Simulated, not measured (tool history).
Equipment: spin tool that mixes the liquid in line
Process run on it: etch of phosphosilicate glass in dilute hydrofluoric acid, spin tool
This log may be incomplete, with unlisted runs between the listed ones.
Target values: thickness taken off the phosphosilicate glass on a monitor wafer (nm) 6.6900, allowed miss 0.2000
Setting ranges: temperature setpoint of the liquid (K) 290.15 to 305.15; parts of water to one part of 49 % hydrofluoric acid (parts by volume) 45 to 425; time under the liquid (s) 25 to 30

| run | hour | temperature setpoint of the liquid (K) | parts of water to one part of 49 % hydrofluoric acid (parts by volume) | time under the liquid (s) | thickness taken off the phosphosilicate glass on a monitor wafer (nm) |
|---|---|---|---|---|---|
| 1 | 0.0 | 297.15 | 235 | 30 | 9.0360 |
| 2 | 8.2 | 297.15 | 175 | 30 | 12.8410 |
| 3 | 11.7 | 295.15 | 175 | 30 | 11.9280 |
| 4 | 18.6 | 295.15 | 175 | 30 | 11.9060 |
| 5 | 24.8 | 298.15 | 175 | 30 | 13.4240 |
| 6 | 31.2 | 297.15 | 185 | 30 | 11.9500 |
| 7 | 39.4 | 296.15 | 195 | 30 | 10.7340 |
| 8 | 45.4 | 295.15 | 200 | 30 | 10.1840 |
| 9 | 51.5 | 294.65 | 205 | 30 | 9.7264 |
| 10 | 55.1 | 294.15 | 210 | 30 | 9.2342 |
| 11 | 60.2 | 293.65 | 215 | 30 | 8.8823 |
| 12 | 68.0 | 290.15 | 255 | 30 | 6.3339 |
| 13 | 69.8 | 291.15 | 255 | 30 | 6.4794 |
| 14 | 73.5 | 291.15 | 255 | 30 | 6.4509 |

Which single option among these 4 for the next run brings every result within its allowed miss of target? Just one does.
| A | 77.2 | 290.15 | 220 | 25 | ? |
| B | 77.2 | 295.65 | 260 | 25 | ? |
| C | 77.2 | 297.65 | 260 | 25 | ? |
| D | 77.2 | 292.15 | 235 | 25 | ? |

| move | thickness taken off the phosphosilicate glass on a monitor wafer (nm) |
|---|---|
| A | 6.2510 |
| B | 6.3156 |
| C | 6.7964 |
| D | 6.2545 |
A: moves away from the targets compared with the last run
B: moves away from the targets compared with the last run
C: all results in spec
D: moves away from the targets compared with the last run
Go with C: it meets all targets.
